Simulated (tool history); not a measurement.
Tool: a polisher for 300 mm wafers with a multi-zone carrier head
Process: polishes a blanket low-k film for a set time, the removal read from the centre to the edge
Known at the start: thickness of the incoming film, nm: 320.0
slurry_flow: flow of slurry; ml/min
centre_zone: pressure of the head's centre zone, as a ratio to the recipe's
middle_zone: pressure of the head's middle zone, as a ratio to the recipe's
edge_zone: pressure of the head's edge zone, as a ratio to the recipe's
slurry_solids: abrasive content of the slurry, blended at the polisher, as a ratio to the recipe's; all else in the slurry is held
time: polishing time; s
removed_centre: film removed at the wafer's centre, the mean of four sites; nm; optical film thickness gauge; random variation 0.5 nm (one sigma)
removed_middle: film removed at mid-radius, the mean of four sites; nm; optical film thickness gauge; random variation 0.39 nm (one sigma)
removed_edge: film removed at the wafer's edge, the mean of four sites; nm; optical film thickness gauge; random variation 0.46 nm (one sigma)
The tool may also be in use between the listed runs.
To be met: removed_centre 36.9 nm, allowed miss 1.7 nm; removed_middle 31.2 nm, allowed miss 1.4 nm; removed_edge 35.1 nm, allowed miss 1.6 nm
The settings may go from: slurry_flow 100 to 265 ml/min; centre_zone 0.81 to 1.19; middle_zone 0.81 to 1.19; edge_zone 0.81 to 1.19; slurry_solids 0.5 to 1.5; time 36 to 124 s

{"run": 1, "hour": 0.0, "slurry_flow": 170, "centre_zone": 1, "middle_zone": 1, "edge_zone": 1, "slurry_solids": 1, "time": 79, "removed_centre": 37.273, "removed_middle": 37.52, "removed_edge": 40.34}
{"run": 2, "hour": 4.6, "slurry_flow": 170, "centre_zone": 1.06, "middle_zone": 1, "edge_zone": 1, "slurry_solids": 1, "time": 79, "removed_centre": 39.508, "removed_middle": 36.719, "removed_edge": 40.119}
{"run": 3, "hour": 7.7, "slurry_flow": 170, "centre_zone": 1.06, "middle_zone": 1, "edge_zone": 1, "slurry_solids": 1, "time": 99, "removed_centre": 49.293, "removed_middle": 47.103, "removed_edge": 49.586}
{"run": 4, "hour": 10.8, "slurry_flow": 170, "centre_zone": 1.06, "middle_zone": 1, "edge_zone": 0.94, "slurry_solids": 1, "time": 99, "removed_centre": 48.84, "removed_middle": 47.536, "removed_edge": 47.595}
{"run": 5, "hour": 17.5, "slurry_flow": 165, "centre_zone": 1.06, "middle_zone": 0.96, "edge_zone": 0.93, "slurry_solids": 0.9, "time": 98, "removed_centre": 45.248, "removed_middle": 43.202, "removed_edge": 44.066}
{"run": 6, "hour": 24.7, "slurry_flow": 165, "centre_zone": 1.06, "middle_zone": 0.93, "edge_zone": 0.93, "slurry_solids": 0.9, "time": 98, "removed_centre": 46.662, "removed_middle": 41.081, "removed_edge": 45.875}
{"run": 7, "hour": 30.4, "slurry_flow": 160, "centre_zone": 1.06, "middle_zone": 0.92, "edge_zone": 0.91, "slurry_solids": 0.8, "time": 97, "removed_centre": 42.86, "removed_middle": 37.842, "removed_edge": 41.731}
{"run": 8, "hour": 36.6, "slurry_flow": 155, "centre_zone": 1.06, "middle_zone": 0.91, "edge_zone": 0.89, "slurry_solids": 0.75, "time": 97, "removed_centre": 41.478, "removed_middle": 35.098, "removed_edge": 38.772}
{"run": 9, "hour": 42.0, "slurry_flow": 120, "centre_zone": 0.99, "middle_zone": 0.87, "edge_zone": 0.84, "slurry_solids": 0.7, "time": 97, "removed_centre": 35.091, "removed_middle": 31.477, "removed_edge": 35.505}
{"run": 10, "hour": 50.0, "slurry_flow": 120, "centre_zone": 1, "middle_zone": 0.87, "edge_zone": 0.83, "slurry_solids": 0.7, "time": 97, "removed_centre": 35.019, "removed_middle": 31.704, "removed_edge": 34.913}

Which of these 5 next moves meets every target?
{"run": "A", "hour": 58.0, "slurry_flow": 100, "centre_zone": 1.1, "middle_zone": 0.92, "edge_zone": 0.82, "slurry_solids": 0.7, "time": 89, "removed_centre": "?", "removed_middle": "?", "removed_edge": "?"}
{"run": "B", "hour": 58.0, "slurry_flow": 160, "centre_zone": 1.06, "middle_zone": 0.95, "edge_zone": 0.81, "slurry_solids": 0.75, "time": 80, "removed_centre": "?", "removed_middle": "?", "removed_edge": "?"}
{"run": "C", "hour": 58.0, "slurry_flow": 135, "centre_zone": 1.03, "middle_zone": 0.85, "edge_zone": 0.81, "slurry_solids": 0.5, "time": 118, "removed_centre": "?", "removed_middle": "?", "removed_edge": "?"}
{"run": "D", "hour": 58.0, "slurry_flow": 115, "centre_zone": 1.04, "middle_zone": 0.97, "edge_zone": 0.81, "slurry_solids": 0.6, "time": 110, "removed_centre": "?", "removed_middle": "?", "removed_edge": "?"}
{"run": "E", "hour": 58.0, "slurry_flow": 155, "centre_zone": 0.98, "middle_zone": 0.83, "edge_zone": 0.96, "slurry_solids": 1, "time": 74, "removed_centre": "?", "removed_middle": "?", "removed_edge": "?"}

move=A removed_centre=32.921 removed_middle=29.002 removed_edge=30.701
move=B removed_centre=34.176 removed_middle=31.515 removed_edge=31.066
move=C removed_centre=36.97 removed_middle=32.189 removed_edge=35.211
move=D removed_centre=37.103 removed_middle=35.895 removed_edge=35.59
move=E removed_centre=33.423 removed_middle=29.884 removed_edge=35.823
A: further off than the last run
B: further off than the last run
C: meets every target
D: brings the result that was furthest off to its target, and leaves another outside
E: further off than the last run
Move C is the one to make.
